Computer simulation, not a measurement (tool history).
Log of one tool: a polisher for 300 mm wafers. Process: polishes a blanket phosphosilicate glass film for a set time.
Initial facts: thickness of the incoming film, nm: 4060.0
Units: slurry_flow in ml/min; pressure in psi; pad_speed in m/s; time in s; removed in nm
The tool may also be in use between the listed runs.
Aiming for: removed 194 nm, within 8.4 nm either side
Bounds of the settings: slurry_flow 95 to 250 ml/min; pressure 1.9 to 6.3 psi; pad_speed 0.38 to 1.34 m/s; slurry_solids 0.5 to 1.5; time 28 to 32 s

run    day  slurry_flow  pressure  pad_speed  slurry_solids  time  removed
  1      0          160       4.1       0.86              1    32   289.96
  2  0.079          160       4.1       0.86              1    32   297.41
  3    0.4          160       4.1       0.86              1    32   298.95
  4  0.575          160       3.9       0.86              1    32   282.71
  5  0.788          160       3.7       0.86              1    32   261.73
  6  0.988          160       3.7       0.86           1.15    32   286.07
  7  1.275          160       3.5       0.86           1.15    32   271.01
  8  1.479          160       3.5       0.86           1.15    32   267.75
  9  1.592          160       3.3       0.86           1.15    32   257.32
 10  1.792          160       3.1       0.86           1.15    32   241.49
 11  2.054          160         3       0.86           1.15    32   232.59
 12  2.112          160       2.9       0.86           1.15    32   223.53
 13  2.433          160       2.8       0.86           1.15    32   221.48
 14  2.479          160       2.7       0.86           1.15    32   211.79

5 next moves are on the table. One of them brings every result within its allowed miss. Which?
  A  2.525          100       3.7       0.78           1.05    32        ?
  B  2.525          150       2.8       0.94           1.05    32        ?
  C  2.525          125       3.8        0.7            1.1    31        ?
  D  2.525          165       2.5       1.02           1.05    29        ?
  E  2.525          135       2.4       0.96            1.2    29        ?

move  removed
   A   229.61
   B   217.38
   C   233.04
   D   189.41
   E   180.36
A: moves away from the targets compared with the last run
B: moves away from the targets compared with the last run
C: moves away from the targets compared with the last run
D: all results land within tolerance of their targets
E: moves the result that the last run missed by most past its target, out the other side
D meets every target.
